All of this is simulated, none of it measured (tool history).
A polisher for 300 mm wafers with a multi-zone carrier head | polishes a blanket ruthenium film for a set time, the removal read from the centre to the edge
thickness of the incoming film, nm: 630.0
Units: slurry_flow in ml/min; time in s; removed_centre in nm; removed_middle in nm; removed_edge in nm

run 1 hour=0 | slurry_flow=245 centre_zone=1 middle_zone=1 edge_zone=1 time=43 | removed_centre=44.038 removed_middle=44.998 removed_edge=43.744
run 2 hour=2 | slurry_flow=245 centre_zone=1 middle_zone=1.07 edge_zone=1 time=43 | removed_centre=43.151 removed_middle=46.628 removed_edge=43.906
run 3 hour=7.2 | slurry_flow=230 centre_zone=0.96 middle_zone=1 edge_zone=1.02 time=42 | removed_centre=41.786 removed_middle=43.478 removed_edge=41.523
run 4 hour=13.7 | slurry_flow=280 centre_zone=0.92 middle_zone=0.95 edge_zone=1.08 time=40 | removed_centre=39.577 removed_middle=40.129 removed_edge=42.275
run 5 hour=21.8 | slurry_flow=280 centre_zone=0.92 middle_zone=0.95 edge_zone=1.08 time=49 | removed_centre=47.944 removed_middle=49.698 removed_edge=52.298
run 6 hour=24 | slurry_flow=270 centre_zone=0.88 middle_zone=0.92 edge_zone=1.09 time=46 | removed_centre=43.607 removed_middle=44.971 removed_edge=48.65
run 7 hour=25.9 | slurry_flow=260 centre_zone=0.86 middle_zone=0.9 edge_zone=1.08 time=44 | removed_centre=40.7 removed_middle=41.833 removed_edge=46.257
run 8 hour=33.1 | slurry_flow=260 centre_zone=0.86 middle_zone=0.9 edge_zone=1.08 time=44 | removed_centre=41.291 removed_middle=42.162 removed_edge=46.269
run 9 hour=35.7 | slurry_flow=250 centre_zone=0.84 middle_zone=0.89 edge_zone=1.07 time=43 | removed_centre=39.419 removed_middle=40.122 removed_edge=44.154
run 10 hour=44.4 | slurry_flow=240 centre_zone=0.83 middle_zone=0.89 edge_zone=1.07 time=42 | removed_centre=38.037 removed_middle=39.293 removed_edge=43.417
run 11 hour=52.7 | slurry_flow=230 centre_zone=0.82 middle_zone=0.89 edge_zone=1.06 time=42 | removed_centre=37.26 removed_middle=39.815 removed_edge=43.182

Run 12 comes next. What will it give?
run 12 hour=60.6 | slurry_flow=225 centre_zone=0.82 middle_zone=0.88 edge_zone=1.05 time=42 | removed_centre=? removed_middle=? removed_edge=?

removed_centre: 37.112 nm
removed_middle: 38.318 nm
removed_edge: 44.046 nm

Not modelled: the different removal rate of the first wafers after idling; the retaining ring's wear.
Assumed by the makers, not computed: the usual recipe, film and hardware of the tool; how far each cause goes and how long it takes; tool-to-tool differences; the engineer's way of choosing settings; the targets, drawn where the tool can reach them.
